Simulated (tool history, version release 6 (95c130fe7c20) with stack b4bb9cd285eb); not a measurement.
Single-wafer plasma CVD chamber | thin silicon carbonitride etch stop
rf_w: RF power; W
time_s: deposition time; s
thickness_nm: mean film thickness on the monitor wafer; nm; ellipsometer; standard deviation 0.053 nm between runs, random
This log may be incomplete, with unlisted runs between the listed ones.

{"run": 1, "day": 0.0, "rf_w": 270, "time_s": 18.2, "thickness_nm": 10.815}
{"run": 2, "day": 0.317, "rf_w": 280, "time_s": 18.5, "thickness_nm": 11.147}
{"run": 3, "day": 0.6, "rf_w": 280, "time_s": 17.5, "thickness_nm": 10.522}
{"run": 4, "day": 0.658, "rf_w": 280, "time_s": 15.3, "thickness_nm": 9.2021}
{"run": 5, "day": 0.862, "rf_w": 290, "time_s": 16.0, "thickness_nm": 9.688}
{"run": 6, "day": 1.033, "rf_w": 295, "time_s": 16.6, "thickness_nm": 10.166}
{"run": 7, "day": 1.267, "rf_w": 300, "time_s": 17.0, "thickness_nm": 10.443}

Run 8 has not been measured yet. What should we expect?
{"run": 8, "day": 1.325, "rf_w": 305, "time_s": 17.4, "thickness_nm": "?"}

For run 8 the tool returned thickness_nm 10.7310 nm.
